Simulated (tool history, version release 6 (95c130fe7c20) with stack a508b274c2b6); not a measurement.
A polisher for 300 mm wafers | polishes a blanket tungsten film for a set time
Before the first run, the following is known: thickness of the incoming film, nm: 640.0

run  hour  flow of slurry (ml/min)  pressure of the wafer on the pad (psi)  speed of the pad under the wafer (cm/s)  abrasive content of the slurry  polishing time (s)  film removed (angstrom)
  1     0                      290                                     3.4                                      142                               1                  26                   1900.1
  2     5                      230                                     3.4                                      142                               1                  26                   1888.6
  3  12.7                      230                                     3.4                                      142                               1                  26                     1865
  4  14.4                      285                                     3.4                                      142                               1                  26                   1908.1
  5  19.2                      230                                     3.4                                      142                               1                  26                   1891.1
  6  22.9                      230                                     3.4                                      176                               1                  26                   2307.7

Run 7 comes next. What will it give?
  7    29                      230                                       3                                      164                               1                  26                        ?

{"run 7": {"film removed (angstrom)": 1945.2}}

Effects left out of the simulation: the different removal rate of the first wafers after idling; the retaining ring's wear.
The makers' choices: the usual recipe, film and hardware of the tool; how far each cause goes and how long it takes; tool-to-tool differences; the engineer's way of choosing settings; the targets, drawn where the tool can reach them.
